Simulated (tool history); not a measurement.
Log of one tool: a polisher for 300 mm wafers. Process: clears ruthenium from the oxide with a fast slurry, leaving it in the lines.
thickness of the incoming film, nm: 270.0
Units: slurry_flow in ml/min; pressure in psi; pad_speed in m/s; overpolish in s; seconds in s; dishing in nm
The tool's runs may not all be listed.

Run 1, hour 0.0: slurry_flow 145 ml/min, pressure 3.3 psi, pad_speed 0.96 m/s, slurry_solids 1.00, overpolish 24 s. Result: seconds 66.355 s, dishing 64.905 nm.
Run 2, hour 8.4: slurry_flow 145 ml/min, pressure 3.3 psi, pad_speed 0.96 m/s, slurry_solids 1.20, overpolish 24 s. Result: seconds 61.730 s, dishing 68.196 nm.
Run 3, hour 10.6: slurry_flow 145 ml/min, pressure 3.3 psi, pad_speed 0.96 m/s, slurry_solids 1.35, overpolish 24 s. Result: seconds 57.768 s, dishing 71.394 nm.
Run 4, hour 13.9: slurry_flow 175 ml/min, pressure 3.3 psi, pad_speed 0.96 m/s, slurry_solids 1.35, overpolish 24 s. Result: seconds 56.202 s, dishing 71.645 nm.
Run 5, hour 17.5: slurry_flow 175 ml/min, pressure 3.3 psi, pad_speed 0.74 m/s, slurry_solids 1.35, overpolish 24 s. Result: seconds 70.563 s, dishing 59.677 nm.
Run 6, hour 25.0: slurry_flow 175 ml/min, pressure 3.3 psi, pad_speed 0.94 m/s, slurry_solids 1.35, overpolish 24 s. Result: seconds 57.440 s, dishing 74.190 nm.
Run 7, hour 29.6: slurry_flow 175 ml/min, pressure 3.0 psi, pad_speed 0.94 m/s, slurry_solids 1.35, overpolish 25 s. Result: seconds 64.170 s, dishing 66.747 nm.

Forecast run 8:
Run 8, hour 35.4: slurry_flow 175 ml/min, pressure 2.8 psi, pad_speed 0.94 m/s, slurry_solids 1.35, overpolish 27 s. Result: seconds ?, dishing ?.

Run 8 gave seconds 67.240 s, dishing 66.310 nm.

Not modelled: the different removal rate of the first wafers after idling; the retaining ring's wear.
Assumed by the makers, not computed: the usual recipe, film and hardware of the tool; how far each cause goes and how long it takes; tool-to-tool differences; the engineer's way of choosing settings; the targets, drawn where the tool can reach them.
